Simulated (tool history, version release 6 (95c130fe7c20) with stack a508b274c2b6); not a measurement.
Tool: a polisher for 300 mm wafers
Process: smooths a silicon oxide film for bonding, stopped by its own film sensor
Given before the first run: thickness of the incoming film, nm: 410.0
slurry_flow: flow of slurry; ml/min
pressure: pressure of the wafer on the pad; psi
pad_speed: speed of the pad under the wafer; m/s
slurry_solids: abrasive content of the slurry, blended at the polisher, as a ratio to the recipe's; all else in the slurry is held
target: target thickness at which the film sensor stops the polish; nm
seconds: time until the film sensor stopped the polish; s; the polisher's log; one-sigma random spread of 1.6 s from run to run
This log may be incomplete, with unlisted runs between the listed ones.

run 1 hour=0.0 | slurry_flow=270 pressure=1.4 pad_speed=0.94 slurry_solids=1.0 target=325 | seconds=178.38
run 2 hour=6.7 | slurry_flow=270 pressure=1.5 pad_speed=0.94 slurry_solids=1.0 target=325 | seconds=170.36
run 3 hour=7.8 | slurry_flow=270 pressure=1.5 pad_speed=0.94 slurry_solids=1.0 target=321 | seconds=174.81
run 4 hour=13.3 | slurry_flow=270 pressure=1.5 pad_speed=0.94 slurry_solids=1.0 target=321 | seconds=177.89
run 5 hour=19.1 | slurry_flow=270 pressure=1.5 pad_speed=1.10 slurry_solids=1.0 target=321 | seconds=153.90
run 6 hour=21.7 | slurry_flow=220 pressure=1.5 pad_speed=1.10 slurry_solids=1.0 target=321 | seconds=160.30
run 7 hour=28.7 | slurry_flow=225 pressure=1.5 pad_speed=1.10 slurry_solids=1.0 target=321 | seconds=162.72
run 8 hour=36.5 | slurry_flow=235 pressure=1.5 pad_speed=1.10 slurry_solids=1.0 target=321 | seconds=158.98
run 9 hour=40.5 | slurry_flow=240 pressure=1.5 pad_speed=1.10 slurry_solids=1.0 target=321 | seconds=160.14
run 10 hour=43.0 | slurry_flow=240 pressure=1.5 pad_speed=1.10 slurry_solids=1.0 target=321 | seconds=159.52
run 11 hour=46.2 | slurry_flow=245 pressure=1.5 pad_speed=1.10 slurry_solids=1.0 target=321 | seconds=156.53

Run 12 is up next; what results do you expect?
run 12 hour=55.1 | slurry_flow=255 pressure=1.5 pad_speed=1.10 slurry_solids=1.0 target=321 | seconds=?

seconds: 155.28 s
